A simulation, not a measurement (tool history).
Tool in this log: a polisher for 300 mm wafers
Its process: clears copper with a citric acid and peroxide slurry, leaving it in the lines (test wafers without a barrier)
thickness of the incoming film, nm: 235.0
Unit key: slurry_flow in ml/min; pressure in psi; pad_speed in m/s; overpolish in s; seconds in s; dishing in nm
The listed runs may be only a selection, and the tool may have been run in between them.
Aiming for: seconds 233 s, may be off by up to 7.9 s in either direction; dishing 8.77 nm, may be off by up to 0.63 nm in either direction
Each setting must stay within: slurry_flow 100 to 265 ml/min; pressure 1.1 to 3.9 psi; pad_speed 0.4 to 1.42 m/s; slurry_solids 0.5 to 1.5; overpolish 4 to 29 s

run  hour  slurry_flow  pressure  pad_speed  slurry_solids  overpolish  seconds  dishing
  1     0          170       2.5        0.9              1          15   125.33   17.292
  2   4.6          170       2.5        0.9            0.9          15   127.87   16.639
  3   5.8          165         2       0.88            0.9          14   147.81   13.773
  4    13          195         2       0.88            0.9          14   146.25   14.281
  5  21.2          195         2       0.88            0.7          14   152.06   13.826
  6  29.8          195         2          1            0.7          14    133.4   14.956
  7    34          170       1.3        0.8           0.65          12   211.47   8.8584
  8  40.5          165       1.2        0.8           0.65          13   220.25   9.2147
  9  43.5          165       1.2        0.8           0.65          13   220.79   9.2789
 10    45          160       1.2        0.8           0.65          13   222.42   9.4372
 11  52.8          155       1.2        0.8           0.65          13   224.62   9.1106
 12  60.2          150       1.2        0.8           0.65          13   223.96   8.8529

Below are 5 possible settings for the next run. Only one of them brings all results inside the allowed miss of their targets. Which is it?
  A  67.6          170       1.5       0.62           0.65          11        ?        ?
  B  67.6          105       1.4       0.78            0.7          13        ?        ?
  C  67.6          170       1.1        0.8           0.85          12        ?        ?
  D  67.6          135       1.1       0.72           0.65          13        ?        ?
  E  67.6          160       1.5       0.82            0.5          12        ?        ?

move  seconds  dishing
   A   259.17   6.8667
   B   235.33   8.7179
   C   219.36   8.6323
   D   266.99   7.7741
   E   211.25   8.9395
A: pushes the last run's worst result past its target
B: meets every target
C: misses by more than the last run did
D: pushes the last run's worst result past its target
E: misses by more than the last run did
Move B is the one to make.
